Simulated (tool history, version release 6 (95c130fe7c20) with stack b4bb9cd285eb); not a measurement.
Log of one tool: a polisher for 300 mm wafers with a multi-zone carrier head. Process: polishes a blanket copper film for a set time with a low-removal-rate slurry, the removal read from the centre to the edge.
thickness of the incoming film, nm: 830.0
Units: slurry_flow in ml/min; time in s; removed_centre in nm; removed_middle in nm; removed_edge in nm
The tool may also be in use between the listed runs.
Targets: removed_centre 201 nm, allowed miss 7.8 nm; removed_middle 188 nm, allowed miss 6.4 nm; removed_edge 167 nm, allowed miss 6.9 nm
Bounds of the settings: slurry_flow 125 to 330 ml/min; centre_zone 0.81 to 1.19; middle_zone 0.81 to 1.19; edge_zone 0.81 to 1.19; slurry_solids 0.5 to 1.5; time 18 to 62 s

run,day,slurry_flow,centre_zone,middle_zone,edge_zone,slurry_solids,time,removed_centre,removed_middle,removed_edge
1,0,210,1,1,1,1,40,143.49,139.96,137.5
2,0.192,210,0.94,1,1,1,40,134.69,141.05,135.67
3,0.538,210,0.94,1,1,1,45,150.89,158.94,150.91
4,0.862,255,0.94,1,1,1,45,158,161.38,158.14
5,1.021,265,0.99,1.04,0.98,1.05,45,165.57,173.7,158.45
6,1.054,265,0.99,1.04,0.98,0.9,45,158.24,166.18,151.31
7,1.321,270,1.04,1.05,0.99,0.95,45,170.93,167.79,156.01
8,1.471,275,1.07,1.07,0.99,1,45,177.45,172.11,156.27
9,1.825,280,1.09,1.08,1,1.05,45,180.99,181.74,160.98
10,2.058,285,1.11,1.08,1,1.05,45,186.63,178.45,162.26
11,2.379,290,1.13,1.09,1,1.05,45,186.88,185.68,159.51
12,2.517,290,1.15,1.08,1.01,1.05,45,194.65,177.46,158.64

4 next moves are on the table. One of them brings every result within its allowed miss. Which?
A,2.654,240,1.19,1.14,1.1,0.75,51,?,?,?
B,2.654,330,1.16,0.99,1,1.15,45,?,?,?
C,2.654,195,1.19,1.04,0.9,1.4,47,?,?,?
D,2.654,290,1.19,1.15,0.93,1.05,45,?,?,?

move,removed_centre,removed_middle,removed_edge
A,197.34,187.01,163.47
B,201.13,172.65,162.2
C,211.68,186.26,163.19
D,197.96,188.6,151.43
A: meets every target
B: further off than the last run
C: brings the result that was furthest off to its target, and leaves another outside
D: brings the result that was furthest off to its target, and leaves another outside
Move A is the one to make.

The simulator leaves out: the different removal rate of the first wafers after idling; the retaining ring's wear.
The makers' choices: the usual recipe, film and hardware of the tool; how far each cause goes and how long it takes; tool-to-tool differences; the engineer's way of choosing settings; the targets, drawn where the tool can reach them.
